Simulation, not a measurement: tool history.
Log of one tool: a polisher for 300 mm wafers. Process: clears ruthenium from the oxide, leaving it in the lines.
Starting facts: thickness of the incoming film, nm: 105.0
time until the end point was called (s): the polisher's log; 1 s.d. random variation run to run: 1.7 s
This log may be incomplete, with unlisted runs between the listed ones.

run	day	flow of slurry (ml/min)	pressure of the wafer on the pad (psi)	speed of the pad under the wafer (m/s)	overpolish time after the end point (s)	time until the end point was called (s)
1	0	285	1.7	0.96	12	123.63
2	0.333	285	1.8	0.96	12	111.72
3	0.7	285	1.8	0.8	12	131.59
4	0.942	285	1.9	0.8	12	125.77
5	1.029	285	2.1	0.8	12	117.55
6	1.4	230	2.1	0.8	12	114.23

Estimate the outcome of run 7 from the log above:
7	1.762	230	2.2	0.82	12	?

{"run 7": {"time until the end point was called (s)": 106.29}}

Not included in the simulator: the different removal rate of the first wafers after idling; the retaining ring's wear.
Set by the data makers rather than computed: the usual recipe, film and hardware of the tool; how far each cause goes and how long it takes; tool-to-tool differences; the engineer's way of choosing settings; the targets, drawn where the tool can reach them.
